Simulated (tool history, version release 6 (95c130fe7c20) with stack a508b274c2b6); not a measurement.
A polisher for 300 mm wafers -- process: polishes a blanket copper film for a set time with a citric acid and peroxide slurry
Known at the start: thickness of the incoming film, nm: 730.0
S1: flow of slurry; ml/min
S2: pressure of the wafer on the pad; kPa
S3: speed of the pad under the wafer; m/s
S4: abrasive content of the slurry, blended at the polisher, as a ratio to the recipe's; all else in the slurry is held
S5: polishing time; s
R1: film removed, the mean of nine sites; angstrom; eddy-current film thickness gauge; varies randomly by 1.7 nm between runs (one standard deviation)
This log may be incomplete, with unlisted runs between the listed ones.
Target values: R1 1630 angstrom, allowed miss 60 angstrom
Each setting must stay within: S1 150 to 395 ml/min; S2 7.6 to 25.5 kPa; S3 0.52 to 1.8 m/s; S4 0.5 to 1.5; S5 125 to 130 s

run  hour   S1    S2    S3    S4   S5      R1
  1     0  250  16.5  1.16     1  125  2875.4
  2   7.6  250  16.5  1.28     1  125  3115.4
  3  11.1  250  16.5  1.56     1  125    3656
  4  15.8  250  16.5  1.56  1.15  125    3895
  5  18.5  250  16.5  1.56  1.15  130  3909.1
  6  25.1  250  14.5  1.44  1.15  129  3320.7
  7  33.1  250  13.1  1.32  1.15  129  2795.9
  8    34  250  11.7  1.24  1.15  129  2399.9

Consider the 5 candidate settings below. Which is the only one whose results all fall within their allowed miss of target?
  A  34.9  335  12.4   0.7   1.4  125   ?
  B  34.9  235  16.5  0.94   1.5  130   ?
  C  34.9  200  13.1  1.04     1  127   ?
  D  34.9  265  16.5  1.34   1.3  130   ?
  E  34.9  235     9  1.28  1.05  129   ?

move      R1
   A  1673.4
   B  2782.8
   C  2124.8
   D  3684.5
   E  1929.2
A: hits every target within its allowed miss
B: misses by more than the last run did
C: gains on the last run, yet a result remains outside its allowed miss
D: misses by more than the last run did
E: gains on the last run, yet a result remains outside its allowed miss
A is the move that brings every result within its allowed miss.
